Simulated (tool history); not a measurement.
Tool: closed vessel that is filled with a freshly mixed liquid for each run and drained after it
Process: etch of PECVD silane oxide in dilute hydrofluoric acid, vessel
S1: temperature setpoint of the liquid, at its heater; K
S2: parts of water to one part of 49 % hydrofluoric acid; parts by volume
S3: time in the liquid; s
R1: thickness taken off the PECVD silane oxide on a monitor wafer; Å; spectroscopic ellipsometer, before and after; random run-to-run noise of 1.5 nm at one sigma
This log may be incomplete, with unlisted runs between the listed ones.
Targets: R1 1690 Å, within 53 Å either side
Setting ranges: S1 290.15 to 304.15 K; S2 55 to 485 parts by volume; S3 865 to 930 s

| run | day | S1 | S2 | S3 | R1 |
|---|---|---|---|---|---|
| 1 | 0 | 296.15 | 270 | 865 | 603.99 |
| 2 | 0.233 | 296.15 | 270 | 930 | 643.58 |
| 3 | 0.496 | 296.15 | 345 | 930 | 466.43 |
| 4 | 0.775 | 293.15 | 345 | 930 | 420.3 |
| 5 | 0.896 | 295.15 | 300 | 930 | 547.55 |
| 6 | 0.954 | 296.65 | 260 | 930 | 682.63 |
| 7 | 1.054 | 298.15 | 225 | 930 | 868.77 |
| 8 | 1.162 | 299.15 | 205 | 930 | 1012 |
| 9 | 1.208 | 300.15 | 190 | 930 | 1153.1 |
| 10 | 1.438 | 301.15 | 180 | 930 | 1264.1 |
| 11 | 1.658 | 304.15 | 135 | 930 | 1967.3 |
| 12 | 1.912 | 303.65 | 135 | 930 | 1979.6 |
| 13 | 2.175 | 303.15 | 135 | 930 | 1918 |
| 14 | 2.433 | 302.65 | 135 | 930 | 1905.2 |
| 15 | 2.521 | 299.15 | 140 | 930 | 1610.2 |
| 16 | 2.658 | 299.65 | 140 | 930 | 1631.5 |

Exactly one of the 5 candidate moves below puts every result within its allowed miss. Which one?
| A | 2.796 | 298.15 | 130 | 930 | ? |
| B | 2.796 | 300.15 | 145 | 930 | ? |
| C | 2.796 | 301.65 | 150 | 895 | ? |
| D | 2.796 | 299.15 | 135 | 865 | ? |
| E | 2.796 | 302.65 | 160 | 930 | ? |

| move | R1 |
|---|---|
| A | 1682.4 |
| B | 1597.4 |
| C | 1560.7 |
| D | 1556 |
| E | 1556.5 |
A: meets every target
B: misses by more than the last run did
C: misses by more than the last run did
D: misses by more than the last run did
E: misses by more than the last run did
A meets every target.
